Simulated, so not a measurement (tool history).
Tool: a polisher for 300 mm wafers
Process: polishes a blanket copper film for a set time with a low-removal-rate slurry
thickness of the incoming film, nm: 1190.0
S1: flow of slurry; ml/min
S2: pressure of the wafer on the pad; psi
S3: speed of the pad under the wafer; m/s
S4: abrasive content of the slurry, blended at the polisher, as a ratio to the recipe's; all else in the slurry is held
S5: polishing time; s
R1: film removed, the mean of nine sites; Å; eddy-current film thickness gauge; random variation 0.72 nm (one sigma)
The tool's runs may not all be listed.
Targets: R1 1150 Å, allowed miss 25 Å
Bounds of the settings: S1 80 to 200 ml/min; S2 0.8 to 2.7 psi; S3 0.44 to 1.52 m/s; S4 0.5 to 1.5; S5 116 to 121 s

run	day	S1	S2	S3	S4	S5	R1
1	0	130	1.7	0.98	1	116	2335.5
2	0.108	130	1.7	0.98	1	116	2314.1
3	0.417	130	1.7	1.2	1	116	2744.2
4	0.604	160	1.7	1.2	1	116	2873.2
5	0.929	155	1.6	1.14	1	116	2565.8
6	1.233	155	1.6	1.14	0.9	116	2503.5
7	1.35	150	1.5	1.1	0.9	116	2247.4
8	1.496	145	1.4	1.08	0.9	116	2082.7
9	1.862	140	1.3	1.06	0.9	116	1883.7

4 next moves are on the table. One of them brings every result within its allowed miss. Which?
A	2.229	150	1	0.84	0.9	116	?
B	2.229	145	1.3	0.78	0.85	116	?
C	2.229	145	0.9	0.88	0.85	116	?
D	2.229	170	1	0.98	0.95	116	?

move	R1
A	1237.6
B	1470.1
C	1135.4
D	1447.9
A: nearer than the last run, and not there yet
B: nearer than the last run, and not there yet
C: meets every target
D: nearer than the last run, and not there yet
Move C is the one to make.
